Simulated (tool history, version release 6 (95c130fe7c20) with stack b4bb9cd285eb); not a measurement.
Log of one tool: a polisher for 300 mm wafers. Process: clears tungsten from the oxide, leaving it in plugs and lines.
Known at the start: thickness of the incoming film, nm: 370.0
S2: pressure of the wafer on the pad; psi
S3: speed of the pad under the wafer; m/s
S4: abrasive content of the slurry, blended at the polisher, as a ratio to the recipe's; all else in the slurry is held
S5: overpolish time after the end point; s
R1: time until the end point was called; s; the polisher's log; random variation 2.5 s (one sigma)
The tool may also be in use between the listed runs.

run 1 day=0 | flow_of_slurry_(ml/min)=265 S2=4.6 S3=0.86 S4=1 S5=26 | R1=78.242
run 2 day=0.2 | flow_of_slurry_(ml/min)=325 S2=4.6 S3=0.86 S4=1 S5=26 | R1=77.037
run 3 day=0.508 | flow_of_slurry_(ml/min)=325 S2=4.6 S3=0.86 S4=1.2 S5=26 | R1=72.867
run 4 day=0.571 | flow_of_slurry_(ml/min)=325 S2=5.3 S3=0.86 S4=1.2 S5=26 | R1=65.343
run 5 day=0.708 | flow_of_slurry_(ml/min)=325 S2=4.3 S3=0.78 S4=1.2 S5=26 | R1=86.976
run 6 day=0.804 | flow_of_slurry_(ml/min)=275 S2=4.3 S3=0.78 S4=1.2 S5=26 | R1=88.549

Forecast run 7:
-- day=1.146 worn pad replaced by a new one
run 7 day=1.146 | flow_of_slurry_(ml/min)=275 S2=3 S3=0.72 S4=1.2 S5=26 | R1=?

{"run 7": {"R1": 121.18}}
